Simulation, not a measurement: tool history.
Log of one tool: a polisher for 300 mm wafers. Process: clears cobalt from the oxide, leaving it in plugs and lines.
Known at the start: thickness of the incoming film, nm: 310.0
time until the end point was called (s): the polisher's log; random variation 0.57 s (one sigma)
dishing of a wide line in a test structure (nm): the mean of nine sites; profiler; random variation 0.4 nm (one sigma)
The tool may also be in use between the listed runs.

run  hour  flow of slurry (ml/min)  pressure of the wafer on the pad (kPa)  speed of the pad under the wafer (m/s)  overpolish time after the end point (s)  time until the end point was called (s)  dishing of a wide line in a test structure (nm)
  1   0.0                      205                                    12.4                                    0.94                                       15                                   89.592                                           39.019
  2   7.0                      205                                    13.8                                    0.94                                       12                                   80.897                                           36.218
  3   9.3                      205                                    15.2                                    0.92                                       10                                   75.798                                           33.569
  4  15.1                      215                                    16.5                                    0.88                                        8                                   71.145                                           30.753
  5  17.4                      245                                    17.2                                    0.86                                        7                                   68.556                                           27.425
  6  20.1                      265                                    17.9                                    0.84                                        6                                   65.202                                           25.138
  7  24.8                      265                                    17.9                                    0.84                                        6                                   65.947                                           25.676
  8  26.8                      280                                    18.6                                    0.84                                        5                                   62.887                                           22.718
  9  29.4                      290                                    18.6                                    0.84                                        5                                   63.672                                           22.370
 10  37.8                      295                                    18.6                                    0.84                                        5                                   63.958                                           21.968

Run 11 comes next. What will it give?
 11  43.8                      300                                    18.6                                    0.84                                        5                                        ?                                                ?

time until the end point was called (s): 62.772
dishing of a wide line in a test structure (nm): 23.013
